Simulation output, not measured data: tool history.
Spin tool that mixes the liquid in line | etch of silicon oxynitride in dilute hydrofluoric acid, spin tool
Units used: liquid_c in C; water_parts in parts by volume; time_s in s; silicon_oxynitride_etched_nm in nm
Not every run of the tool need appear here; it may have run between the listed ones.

| run | day | liquid_c | water_parts | time_s | silicon_oxynitride_etched_nm |
|---|---|---|---|---|---|
| 1 | 0 | 20 | 50 | 55 | 3.2993 |
| 2 | 0.054 | 20 | 60 | 55 | 2.7198 |
| 3 | 0.242 | 19.5 | 60 | 55 | 2.6495 |
| 4 | 0.604 | 19 | 60 | 55 | 2.5752 |
| 5 | 0.633 | 22 | 60 | 55 | 2.975 |
| 6 | 0.958 | 20.5 | 60 | 55 | 2.7984 |

Estimate the outcome of run 7 from the log above:
| 7 | 1.275 | 20.5 | 60 | 55 | ? |

silicon_oxynitride_etched_nm: 2.7829 nm

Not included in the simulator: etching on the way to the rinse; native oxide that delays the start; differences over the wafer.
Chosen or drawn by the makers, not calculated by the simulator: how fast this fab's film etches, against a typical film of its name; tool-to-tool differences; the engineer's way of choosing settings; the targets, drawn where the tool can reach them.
